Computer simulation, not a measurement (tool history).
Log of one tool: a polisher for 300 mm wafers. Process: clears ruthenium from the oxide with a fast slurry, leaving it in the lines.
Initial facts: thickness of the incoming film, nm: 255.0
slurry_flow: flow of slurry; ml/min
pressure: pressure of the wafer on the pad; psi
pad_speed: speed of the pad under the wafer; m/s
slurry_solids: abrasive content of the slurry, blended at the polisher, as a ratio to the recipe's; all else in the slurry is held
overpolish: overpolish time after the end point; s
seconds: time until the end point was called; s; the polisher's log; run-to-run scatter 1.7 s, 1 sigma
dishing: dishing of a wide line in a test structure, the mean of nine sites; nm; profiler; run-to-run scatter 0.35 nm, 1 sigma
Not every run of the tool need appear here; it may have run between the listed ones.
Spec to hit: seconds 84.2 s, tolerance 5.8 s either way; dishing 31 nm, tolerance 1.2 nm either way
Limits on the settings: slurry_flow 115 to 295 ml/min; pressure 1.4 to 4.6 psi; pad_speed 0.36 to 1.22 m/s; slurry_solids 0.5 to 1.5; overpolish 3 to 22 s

run	hour	slurry_flow	pressure	pad_speed	slurry_solids	overpolish	seconds	dishing
1	0	190	3	0.78	1	11	81.05	22.589
2	0.6	190	3	0.9	1	11	72.456	24.808
3	5.9	185	2.9	0.9	1	12	74.187	25.61
4	7.1	220	2.9	0.9	1	12	71.109	25.857
5	9.4	210	2.8	0.9	1	13	75.239	26.737
6	11.9	205	2.7	0.9	1	14	76.639	27.393
7	17.4	200	2.7	0.9	1	15	76.025	28.491
8	22.8	195	2.6	0.9	1	16	84.563	28.831
9	27	195	2.6	0.9	1	16	79.971	29.07
10	30.1	190	2.6	0.9	1	17	81.354	29.978

Which of these 4 next moves meets every target?
A	33.2	205	3.4	0.86	0.8	17	?	?
B	33.2	150	2.6	0.92	0.95	19	?	?
C	33.2	180	2.8	0.86	0.8	17	?	?
D	33.2	150	3	0.9	1.05	14	?	?

move	seconds	dishing
A	70.35	31.913
B	83.9	30.818
C	86.641	28.382
D	71.026	28.46
A: corrects the largest miss of the last run, while another result sits out of spec
B: meets every target
C: lands further from the targets than the last run did
D: lands further from the targets than the last run did
The right move is B.

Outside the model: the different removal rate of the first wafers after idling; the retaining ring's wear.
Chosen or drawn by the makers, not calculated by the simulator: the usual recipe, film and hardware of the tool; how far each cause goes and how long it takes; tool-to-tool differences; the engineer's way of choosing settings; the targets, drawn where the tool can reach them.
